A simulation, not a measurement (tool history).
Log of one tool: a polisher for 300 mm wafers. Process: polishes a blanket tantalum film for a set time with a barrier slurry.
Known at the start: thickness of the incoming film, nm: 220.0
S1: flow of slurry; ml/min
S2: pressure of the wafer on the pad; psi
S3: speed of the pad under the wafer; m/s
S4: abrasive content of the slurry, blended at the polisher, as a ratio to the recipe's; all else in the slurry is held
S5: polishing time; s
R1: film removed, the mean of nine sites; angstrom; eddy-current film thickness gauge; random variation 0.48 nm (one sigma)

{"run": 1, "hour": 0.0, "S1": 285, "S2": 2.1, "S3": 0.94, "S4": 1.0, "S5": 56, "R1": 1071.5}
{"run": 2, "hour": 0.9, "S1": 240, "S2": 2.1, "S3": 0.94, "S4": 1.0, "S5": 56, "R1": 1067.4}
{"run": 3, "hour": 7.7, "S1": 240, "S2": 2.0, "S3": 0.94, "S4": 1.0, "S5": 56, "R1": 1012.2}
{"run": 4, "hour": 16.1, "S1": 240, "S2": 1.9, "S3": 0.94, "S4": 1.0, "S5": 56, "R1": 978.17}
{"run": 5, "hour": 23.6, "S1": 240, "S2": 2.2, "S3": 0.94, "S4": 1.0, "S5": 56, "R1": 1135.5}
{"run": 6, "hour": 29.4, "S1": 240, "S2": 2.1, "S3": 0.94, "S4": 1.0, "S5": 56, "R1": 1063.9}
{"run": 7, "hour": 31.6, "S1": 240, "S2": 2.0, "S3": 0.94, "S4": 1.0, "S5": 56, "R1": 1032.0}

The next listed run, before its measurement:
{"run": 8, "hour": 36.4, "S1": 240, "S2": 1.9, "S3": 0.94, "S4": 1.0, "S5": 56, "R1": "?"}

R1: 966.02 angstrom
